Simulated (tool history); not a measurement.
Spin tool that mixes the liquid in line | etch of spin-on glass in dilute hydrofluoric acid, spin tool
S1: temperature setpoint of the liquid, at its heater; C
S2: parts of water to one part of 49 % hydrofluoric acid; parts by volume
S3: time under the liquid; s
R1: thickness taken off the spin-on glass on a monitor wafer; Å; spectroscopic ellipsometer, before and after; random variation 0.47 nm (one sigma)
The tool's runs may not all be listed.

{"run": 1, "hour": 0.0, "S1": 24.0, "S2": 45, "S3": 45, "R1": 245.74}
{"run": 2, "hour": 8.3, "S1": 24.0, "S2": 45, "S3": 50, "R1": 267.32}
{"run": 3, "hour": 14.5, "S1": 22.0, "S2": 45, "S3": 50, "R1": 247.25}
{"run": 4, "hour": 18.2, "S1": 24.0, "S2": 45, "S3": 50, "R1": 273.56}
{"run": 5, "hour": 21.4, "S1": 26.5, "S2": 45, "S3": 50, "R1": 294.29}
{"run": 6, "hour": 22.8, "S1": 25.0, "S2": 45, "S3": 50, "R1": 279.16}

The next listed run, before its measurement:
{"run": 7, "hour": 27.6, "S1": 27.0, "S2": 40, "S3": 50, "R1": "?"}

{"run 7": {"R1": 348.45}}
